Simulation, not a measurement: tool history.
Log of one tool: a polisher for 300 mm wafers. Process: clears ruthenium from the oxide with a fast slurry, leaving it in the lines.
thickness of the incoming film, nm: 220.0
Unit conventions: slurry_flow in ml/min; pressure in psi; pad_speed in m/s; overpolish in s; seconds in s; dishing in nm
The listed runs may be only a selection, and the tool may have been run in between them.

| run | hour | slurry_flow | pressure | pad_speed | slurry_solids | overpolish | seconds | dishing |
|---|---|---|---|---|---|---|---|---|
| 1 | 0 | 205 | 1.6 | 1.02 | 1 | 15 | 91.3 | 28.704 |
| 2 | 1.9 | 205 | 1.5 | 1 | 1 | 14 | 101.93 | 25.725 |
| 3 | 9.2 | 205 | 1.6 | 0.94 | 0.95 | 13 | 101.68 | 23.472 |
| 4 | 14.1 | 205 | 1.6 | 0.8 | 0.95 | 13 | 119.57 | 20.885 |
|  | 21 | slurry nozzle cleaned |
| 5 | 21 | 205 | 1.7 | 0.76 | 0.9 | 12 | 116.19 | 19.393 |
| 6 | 26.7 | 205 | 1.3 | 0.76 | 0.9 | 12 | 151.26 | 15.381 |
| 7 | 34.3 | 220 | 1.3 | 0.76 | 0.85 | 11 | 154.85 | 14.015 |
| 8 | 40.5 | 275 | 1.7 | 0.76 | 0.6 | 4 | 144.38 | 5.7995 |
| 9 | 46.9 | 260 | 1.7 | 0.76 | 0.6 | 4 | 144.95 | 5.7751 |
| 10 | 47.7 | 250 | 1.7 | 0.76 | 0.6 | 4 | 142.91 | 5.827 |
| 11 | 55.6 | 250 | 1.7 | 0.76 | 0.65 | 4 | 136.2 | 6.1006 |
| 12 | 58.9 | 230 | 1.7 | 0.76 | 0.7 | 11 | 132.78 | 15.804 |
| 13 | 63.8 | 235 | 1.7 | 0.78 | 0.7 | 11 | 127.4 | 16.558 |
| 14 | 68 | 240 | 1.6 | 0.8 | 0.75 | 11 | 129 | 16.471 |
| 15 | 76.2 | 215 | 1.7 | 0.72 | 0.5 | 4 | 177.12 | 4.8935 |
| 16 | 80.2 | 210 | 1.8 | 0.72 | 0.5 | 4 | 166.15 | 4.9627 |
| 17 | 83.6 | 205 | 1.8 | 0.72 | 0.5 | 4 | 168.87 | 4.9747 |
| 18 | 88.9 | 200 | 1.8 | 0.72 | 0.5 | 4 | 169.42 | 4.9883 |
| 19 | 94.2 | 195 | 1.8 | 0.72 | 0.5 | 4 | 165.87 | 5.0371 |

The next listed run, before its measurement:
| 20 | 102.3 | 195 | 1.8 | 0.72 | 0.5 | 4 | ? | ? |

seconds: 168.87 s
dishing: 5.0837 nm

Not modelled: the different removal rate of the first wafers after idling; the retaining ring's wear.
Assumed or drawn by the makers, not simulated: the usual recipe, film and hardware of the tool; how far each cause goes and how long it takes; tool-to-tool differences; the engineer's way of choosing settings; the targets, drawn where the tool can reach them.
